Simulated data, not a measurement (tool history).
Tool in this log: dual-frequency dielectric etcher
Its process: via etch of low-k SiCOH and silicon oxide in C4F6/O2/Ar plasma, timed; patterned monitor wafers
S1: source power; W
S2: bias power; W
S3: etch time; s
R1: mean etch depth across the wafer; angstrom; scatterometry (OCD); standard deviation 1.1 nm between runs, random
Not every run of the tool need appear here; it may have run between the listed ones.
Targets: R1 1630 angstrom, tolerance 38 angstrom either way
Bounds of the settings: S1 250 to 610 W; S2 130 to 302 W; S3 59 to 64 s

Run 1, hour 0: S1 430 W, S2 216 W, S3 64 s. Result: R1 1813.8 angstrom.
Run 2, hour 2.7: S1 490 W, S2 216 W, S3 64 s. Result: R1 1897.7 angstrom.
Run 3, hour 6.4: S1 460 W, S2 212 W, S3 64 s. Result: R1 1841.5 angstrom.
Run 4, hour 14.1: S1 460 W, S2 186 W, S3 64 s. Result: R1 1772.9 angstrom.
Run 5, hour 22.7: S1 420 W, S2 186 W, S3 64 s. Result: R1 1746.9 angstrom.
Run 6, hour 30: S1 410 W, S2 183 W, S3 64 s. Result: R1 1711.1 angstrom.
Run 7, hour 31.6: S1 400 W, S2 181 W, S3 64 s. Result: R1 1682.9 angstrom.
Run 8, hour 34.4: S1 390 W, S2 180 W, S3 64 s. Result: R1 1674.3 angstrom.
Run 9, hour 35.5: S1 390 W, S2 180 W, S3 64 s. Result: R1 1673.4 angstrom.
Run 10, hour 40.7: S1 390 W, S2 179 W, S3 64 s. Result: R1 1671 angstrom.
Run 11, hour 48.6: S1 390 W, S2 178 W, S3 64 s. Result: R1 1664.3 angstrom.

Which of these 4 next moves meets every target?
Run A, hour 56.5: S1 360 W, S2 181 W, S3 61 s. Result: R1 ?.
Run B, hour 56.5: S1 350 W, S2 203 W, S3 61 s. Result: R1 ?.
Run C, hour 56.5: S1 470 W, S2 240 W, S3 59 s. Result: R1 ?.
Run D, hour 56.5: S1 440 W, S2 188 W, S3 62.5 s. Result: R1 ?.

move      R1
   A  1573.6
   B  1623.3
   C  1789.9
   D  1717.9
A: moves the result that the last run missed by most past its target, out the other side
B: hits every target within its allowed miss
C: further off than the last run
D: further off than the last run
Go with B: it meets all targets.

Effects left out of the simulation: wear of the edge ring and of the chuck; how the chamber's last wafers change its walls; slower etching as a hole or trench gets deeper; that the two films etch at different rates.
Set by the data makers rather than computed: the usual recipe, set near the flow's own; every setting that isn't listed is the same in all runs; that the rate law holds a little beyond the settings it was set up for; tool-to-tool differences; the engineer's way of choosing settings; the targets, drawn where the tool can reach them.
